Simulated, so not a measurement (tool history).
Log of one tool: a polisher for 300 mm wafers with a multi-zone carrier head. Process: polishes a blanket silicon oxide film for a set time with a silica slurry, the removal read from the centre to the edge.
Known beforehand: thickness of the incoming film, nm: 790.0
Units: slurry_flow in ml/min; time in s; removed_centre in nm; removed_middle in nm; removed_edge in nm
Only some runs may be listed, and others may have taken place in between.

{"run": 1, "day": 0.0, "slurry_flow": 255, "centre_zone": 1, "middle_zone": 1, "edge_zone": 1, "slurry_solids": 1, "time": 33, "removed_centre": 80.634, "removed_middle": 81.653, "removed_edge": 79.981}
{"run": 2, "day": 0.067, "slurry_flow": 255, "centre_zone": 1.05, "middle_zone": 1, "edge_zone": 1, "slurry_solids": 1, "time": 33, "removed_centre": 82.189, "removed_middle": 81.003, "removed_edge": 79.519}
{"run": 3, "day": 0.204, "slurry_flow": 270, "centre_zone": 1.08, "middle_zone": 0.99, "edge_zone": 1.01, "slurry_solids": 1.1, "time": 33, "removed_centre": 88.1, "removed_middle": 85.26, "removed_edge": 82.274}
{"run": 4, "day": 0.396, "slurry_flow": 270, "centre_zone": 1.08, "middle_zone": 0.99, "edge_zone": 0.93, "slurry_solids": 1.1, "time": 33, "removed_centre": 87.239, "removed_middle": 83.323, "removed_edge": 80.641}
{"run": 5, "day": 0.546, "slurry_flow": 270, "centre_zone": 1.08, "middle_zone": 0.91, "edge_zone": 0.93, "slurry_solids": 1.1, "time": 33, "removed_centre": 88.788, "removed_middle": 77.932, "removed_edge": 78.852}
{"run": 6, "day": 0.683, "slurry_flow": 270, "centre_zone": 1.08, "middle_zone": 0.91, "edge_zone": 0.93, "slurry_solids": 1, "time": 33, "removed_centre": 85.725, "removed_middle": 76.836, "removed_edge": 77.011}
{"run": 7, "day": 0.858, "slurry_flow": 315, "centre_zone": 1.16, "middle_zone": 1, "edge_zone": 1.03, "slurry_solids": 1.25, "time": 35, "removed_centre": 103.94, "removed_middle": 94.994, "removed_edge": 94.832}

Predict the results of run 8:
{"run": 8, "day": 1.004, "slurry_flow": 315, "centre_zone": 1.17, "middle_zone": 0.98, "edge_zone": 1.03, "slurry_solids": 1.3, "time": 35, "removed_centre": "?", "removed_middle": "?", "removed_edge": "?"}

removed_centre: 107.69 nm
removed_middle: 95.224 nm
removed_edge: 94.987 nm
